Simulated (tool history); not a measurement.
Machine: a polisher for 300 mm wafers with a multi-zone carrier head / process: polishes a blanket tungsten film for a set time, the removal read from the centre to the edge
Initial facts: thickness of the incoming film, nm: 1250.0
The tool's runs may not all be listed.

run  hour  flow of slurry (ml/min)  pressure of the head's centre zone  pressure of the head's middle zone  pressure of the head's edge zone  abrasive content of the slurry  polishing time (s)  film removed at the wafer's centre (nm)  film removed at mid-radius (nm)  film removed at the wafer's edge (nm)
  1     0                      230                                   1                                   1                                 1                               1                  55                                   259.58                           265.13                                 259.63
  2   3.5                      230                                   1                                   1                              0.94                               1                  55                                   267.48                           254.55                                 249.88
  3  12.2                      230                                1.08                                   1                              0.94                               1                  55                                   283.85                           262.29                                 249.18
  4  19.6                      190                                1.08                                   1                              0.94                               1                  55                                   275.46                           250.28                                 249.07
  5  20.5                      195                                1.07                                1.02                              0.97                               1                  55                                    272.7                           262.47                                 250.48
  6    28                      250                                1.07                                1.02                              0.97                               1                  55                                   276.03                           265.03                                 258.61
  7  32.2                      250                                1.07                                1.04                              0.99                            1.05                  55                                   288.16                            270.7                                 264.27

For run 8, what comes out?
  8  34.5                      250                                1.05                                1.06                              1.01                            1.05                  55                                        ?                                ?                                      ?

film removed at the wafer's centre (nm): 277.11
film removed at mid-radius (nm): 283.42
film removed at the wafer's edge (nm): 266.35
